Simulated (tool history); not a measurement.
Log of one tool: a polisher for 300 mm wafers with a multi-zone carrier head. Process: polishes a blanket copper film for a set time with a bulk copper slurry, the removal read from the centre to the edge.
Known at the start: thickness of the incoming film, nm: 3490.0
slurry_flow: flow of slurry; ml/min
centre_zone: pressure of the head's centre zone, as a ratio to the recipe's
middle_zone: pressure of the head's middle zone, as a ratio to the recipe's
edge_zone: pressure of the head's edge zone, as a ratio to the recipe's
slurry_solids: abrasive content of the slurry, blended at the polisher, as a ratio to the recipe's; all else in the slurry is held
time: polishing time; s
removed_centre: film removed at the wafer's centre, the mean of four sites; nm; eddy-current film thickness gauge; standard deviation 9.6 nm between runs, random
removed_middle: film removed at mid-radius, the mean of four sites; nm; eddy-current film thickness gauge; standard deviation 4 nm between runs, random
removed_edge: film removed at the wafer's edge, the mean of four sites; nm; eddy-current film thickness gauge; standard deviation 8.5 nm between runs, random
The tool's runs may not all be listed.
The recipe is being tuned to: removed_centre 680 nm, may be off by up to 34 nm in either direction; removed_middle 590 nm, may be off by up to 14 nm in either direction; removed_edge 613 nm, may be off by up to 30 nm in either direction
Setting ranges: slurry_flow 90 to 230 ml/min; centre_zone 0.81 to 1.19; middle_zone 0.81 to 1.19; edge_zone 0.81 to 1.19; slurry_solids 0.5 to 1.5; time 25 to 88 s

run  hour  slurry_flow  centre_zone  middle_zone  edge_zone  slurry_solids  time  removed_centre  removed_middle  removed_edge
  1     0          150            1            1          1              1    56          383.07          388.31         394.6
  2   6.7          160         1.03         1.01       1.03            1.1    58           427.3          426.56        416.72
  3  15.6          160         1.03         1.01       1.03            1.1    68          499.71          495.79        485.59
  4    18          160         1.04            1       1.05           1.15    70          509.13          514.93        512.73
  5  21.3          160         0.99            1       1.05           1.15    70          497.58          512.06        507.78
  6  26.1          160         0.99            1        1.1           1.15    70          502.25          511.78        523.55
  7    30          165         1.02         0.99       1.11            1.2    71          531.01          520.75        540.41
  8  38.8          170         1.04         0.99       1.12           1.25    71           537.2          532.15        550.78

Exactly one of the 5 candidate moves below puts every result within its allowed miss. Which one?
  A  47.6          210         1.04         0.88       0.93           1.15    86               ?               ?             ?
  B  47.6          155         0.93         0.97       1.18            1.3    86               ?               ?             ?
  C  47.6          165         0.91         0.93       1.15            1.4    85               ?               ?             ?
  D  47.6          170         1.01            1       1.16            1.3    77               ?               ?             ?
  E  47.6          215         1.01         0.85       1.17            1.4    85               ?               ?             ?

move  removed_centre  removed_middle  removed_edge
   A           673.4          587.61        587.74
   B          590.89          628.91        659.26
   C          588.44          617.51        660.07
   D           584.5          585.94        590.99
   E          681.07          594.65        685.28
A: each result inside its tolerance
B: nearer than the last run, and not there yet
C: nearer than the last run, and not there yet
D: nearer than the last run, and not there yet
E: corrects the largest miss of the last run, while another result sits out of spec
A is the move that brings every result within its allowed miss.

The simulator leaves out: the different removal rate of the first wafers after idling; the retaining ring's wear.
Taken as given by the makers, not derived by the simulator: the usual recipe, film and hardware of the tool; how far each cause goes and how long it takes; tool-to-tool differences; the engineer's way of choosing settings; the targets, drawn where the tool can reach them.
